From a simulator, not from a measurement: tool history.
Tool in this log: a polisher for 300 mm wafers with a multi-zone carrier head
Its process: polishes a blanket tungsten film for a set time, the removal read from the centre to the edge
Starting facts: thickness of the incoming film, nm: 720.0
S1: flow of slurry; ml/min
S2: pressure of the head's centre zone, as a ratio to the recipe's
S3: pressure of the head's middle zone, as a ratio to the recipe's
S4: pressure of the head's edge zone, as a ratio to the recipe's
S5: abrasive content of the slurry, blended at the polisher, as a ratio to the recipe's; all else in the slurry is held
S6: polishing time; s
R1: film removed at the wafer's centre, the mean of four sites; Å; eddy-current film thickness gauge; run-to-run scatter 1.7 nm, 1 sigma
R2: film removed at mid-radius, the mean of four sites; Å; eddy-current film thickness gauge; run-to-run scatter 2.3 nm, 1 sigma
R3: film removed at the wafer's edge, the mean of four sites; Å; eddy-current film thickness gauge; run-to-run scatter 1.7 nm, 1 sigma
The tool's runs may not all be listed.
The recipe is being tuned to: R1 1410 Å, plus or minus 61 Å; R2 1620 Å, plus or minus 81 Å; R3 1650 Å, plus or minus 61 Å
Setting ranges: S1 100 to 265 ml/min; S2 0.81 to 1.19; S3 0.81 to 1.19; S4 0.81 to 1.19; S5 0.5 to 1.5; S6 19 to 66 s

run    day   S1    S2    S3    S4    S5  S6      R1      R2      R3
  1      0  170     1     1     1     1  42  1396.3  1398.2  1388.6
  2  0.088  170     1     1  1.05     1  42  1404.5  1410.1  1413.4
  3  0.192  170     1     1  0.99     1  42  1354.1  1424.9  1352.1
  4  0.367  180  0.96  1.02  1.04  1.05  42  1351.4  1510.4  1422.6
  5  0.567  180  0.96  1.02  1.04  1.05  34  1114.8  1225.1  1174.9
  6  0.796  180  0.94  1.01  1.08  1.15  36  1155.3    1286  1281.1
  7  1.062  185  0.94  1.02  1.11  1.25  38  1307.1  1406.4    1426
  8  1.188  185  0.94  1.02  1.11  1.25  38  1267.6  1407.1  1405.1
  9  1.242  185  0.94  1.02  1.11  1.25  38  1298.2  1379.2  1405.7

Next run, 4 choices. One meets every target within its allowed miss, the rest don't. Which?
  A  1.296  225  0.88  1.15  0.83   1.5  39   ?   ?   ?
  B  1.296  130  0.87  0.92  1.19   1.4  40   ?   ?   ?
  C  1.296  180  0.89  1.03  1.13  1.25  44   ?   ?   ?
  D  1.296  160  1.19  0.95  1.18   1.3  34   ?   ?   ?

move      R1      R2      R3
   A  1334.9    1757  1351.5
   B  1207.6  1345.7  1516.4
   C  1401.9  1666.5  1637.2
   D  1436.8    1192  1290.6
A: misses by more than the last run did
B: closes in on the targets versus the last run, not all within tolerance yet
C: meets every target
D: misses by more than the last run did
So the answer is move C, the one that meets all the targets.
